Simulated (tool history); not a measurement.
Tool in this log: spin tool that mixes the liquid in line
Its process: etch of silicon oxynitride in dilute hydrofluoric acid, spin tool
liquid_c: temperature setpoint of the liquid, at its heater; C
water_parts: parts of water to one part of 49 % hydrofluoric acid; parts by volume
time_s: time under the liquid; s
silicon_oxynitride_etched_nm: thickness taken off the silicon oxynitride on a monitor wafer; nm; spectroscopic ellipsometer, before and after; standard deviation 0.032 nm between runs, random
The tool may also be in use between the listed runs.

| run | day | liquid_c | water_parts | time_s | silicon_oxynitride_etched_nm |
|---|---|---|---|---|---|
| 1 | 0.000 | 22.0 | 190 | 295 | 3.1956 |
| 2 | 0.079 | 22.0 | 190 | 320 | 3.4789 |
| 3 | 0.275 | 22.0 | 145 | 320 | 4.6211 |
| 4 | 0.546 | 22.0 | 145 | 295 | 4.2078 |
| 5 | 0.575 | 24.5 | 145 | 295 | 4.8672 |
| 6 | 0.912 | 22.5 | 145 | 295 | 4.4240 |
| 7 | 1.088 | 22.0 | 150 | 295 | 4.1737 |
| 8 | 1.258 | 21.5 | 155 | 295 | 3.9203 |
| 9 | 1.346 | 21.5 | 155 | 295 | 3.9101 |
| 10 | 1.375 | 21.0 | 160 | 295 | 3.6785 |
| 11 | 1.417 | 20.5 | 165 | 295 | 3.4417 |
| 12 | 1.604 | 20.0 | 165 | 295 | 3.3023 |
| 13 | 1.775 | 19.5 | 165 | 295 | 3.3280 |
| 14 | 1.867 | 19.5 | 170 | 295 | 3.0846 |

Predict the results of run 15:
|  | 1.946 | hydrofluoric acid flow meter replaced |
| 15 | 1.946 | 18.0 | 175 | 295 | ? |

Run 15 yielded silicon_oxynitride_etched_nm 3.2708 nm.
